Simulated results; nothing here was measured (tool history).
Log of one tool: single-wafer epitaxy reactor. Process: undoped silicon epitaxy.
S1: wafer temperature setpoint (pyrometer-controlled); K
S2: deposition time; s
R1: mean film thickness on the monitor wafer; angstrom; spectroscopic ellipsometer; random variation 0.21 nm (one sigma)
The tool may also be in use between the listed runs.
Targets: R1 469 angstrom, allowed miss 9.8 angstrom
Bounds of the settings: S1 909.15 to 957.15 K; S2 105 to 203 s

| run | hour | S1 | S2 | R1 |
|---|---|---|---|---|
| 1 | 0 | 933.15 | 154 | 304.55 |
| 2 | 3.1 | 937.15 | 154 | 331.07 |
| 3 | 7.1 | 931.15 | 154 | 294.78 |
| 4 | 9.7 | 926.15 | 154 | 269.32 |
| 5 | 17.4 | 932.15 | 154 | 300.26 |
| 6 | 23.2 | 936.15 | 154 | 321.82 |
|  | 29.2 | pyrometer calibrated |
| 7 | 29.2 | 940.15 | 154 | 375.01 |
| 8 | 37.9 | 942.15 | 154 | 390.17 |
| 9 | 45.6 | 943.15 | 154 | 395.41 |
| 10 | 50.3 | 944.15 | 154 | 405.4 |
| 11 | 59.2 | 945.15 | 154 | 414.93 |
| 12 | 67.1 | 946.15 | 154 | 414.86 |
| 13 | 73.1 | 947.15 | 154 | 425.43 |

4 next moves are on the table. One of them brings every result within its allowed miss. Which?
| A | 79.1 | 950.15 | 168 | ? |
| B | 79.1 | 954.15 | 157 | ? |
| C | 79.1 | 948.15 | 165 | ? |
| D | 79.1 | 948.15 | 156 | ? |

| move | R1 |
|---|---|
| A | 494.89 |
| B | 497.23 |
| C | 468.67 |
| D | 443.11 |
A: takes the result that was furthest off past its target
B: takes the result that was furthest off past its target
C: meets every target
D: nearer than the last run, and not there yet
The right move is C.
